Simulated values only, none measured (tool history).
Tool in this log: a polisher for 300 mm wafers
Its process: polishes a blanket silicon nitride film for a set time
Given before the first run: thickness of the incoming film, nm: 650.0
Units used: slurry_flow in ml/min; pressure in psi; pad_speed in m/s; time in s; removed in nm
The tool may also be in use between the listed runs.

run 1 hour=0.0 | slurry_flow=135 pressure=2.9 pad_speed=0.82 time=33 | removed=39.047
run 2 hour=5.9 | slurry_flow=135 pressure=2.9 pad_speed=0.94 time=33 | removed=42.868
run 3 hour=13.3 | slurry_flow=135 pressure=2.9 pad_speed=0.78 time=33 | removed=37.257
run 4 hour=17.7 | slurry_flow=135 pressure=2.9 pad_speed=0.78 time=33 | removed=37.464
run 5 hour=24.9 | slurry_flow=105 pressure=2.9 pad_speed=0.78 time=33 | removed=35.950
run 6 hour=27.9 | slurry_flow=110 pressure=3.4 pad_speed=0.80 time=33 | removed=42.485
run 7 hour=33.5 | slurry_flow=115 pressure=3.7 pad_speed=0.80 time=33 | removed=46.617

For run 8, what comes out?
run 8 hour=37.5 | slurry_flow=120 pressure=4.0 pad_speed=0.80 time=33 | removed=?

removed: 51.832 nm
